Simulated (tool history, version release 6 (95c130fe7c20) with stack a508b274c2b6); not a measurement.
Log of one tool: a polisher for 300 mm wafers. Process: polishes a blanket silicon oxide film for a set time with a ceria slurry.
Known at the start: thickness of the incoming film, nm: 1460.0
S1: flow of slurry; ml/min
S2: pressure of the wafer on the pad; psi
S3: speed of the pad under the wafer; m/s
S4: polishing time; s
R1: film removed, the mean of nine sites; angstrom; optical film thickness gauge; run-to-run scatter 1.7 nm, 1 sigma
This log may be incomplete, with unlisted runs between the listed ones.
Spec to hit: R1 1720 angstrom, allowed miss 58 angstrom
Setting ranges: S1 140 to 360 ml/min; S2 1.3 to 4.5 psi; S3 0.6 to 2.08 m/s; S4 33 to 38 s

run,hour,S1,S2,S3,S4,R1
1,0,230,2.9,1.34,38,2231.2
2,2.8,230,2.7,1.34,38,2162.5
3,7.9,230,2.5,1.34,38,2036.4
4,13.7,230,2.5,1.34,38,2031.9
5,20.1,230,2.4,1.34,38,1992.5
6,25.5,230,2.3,1.34,38,1963.5
# hour 33.7: worn pad replaced by a new one
7,33.7,230,2.2,1.34,38,2066.2
8,36.9,225,1.4,1.3,38,1504.2

Next run, 4 choices. One meets every target within its allowed miss, the rest don't. Which?
A,40.1,195,1.7,1.44,38,?
B,40.1,230,1.5,1.2,35,?
C,40.1,275,1.7,1.34,37,?
D,40.1,265,2.1,1.24,38,?

move,R1
A,1856.7
B,1355.4
C,1731.6
D,1864.4
A: pushes the last run's worst result past its target
B: lands further from the targets than the last run did
C: hits every target within its allowed miss
D: pushes the last run's worst result past its target
The right move is C.
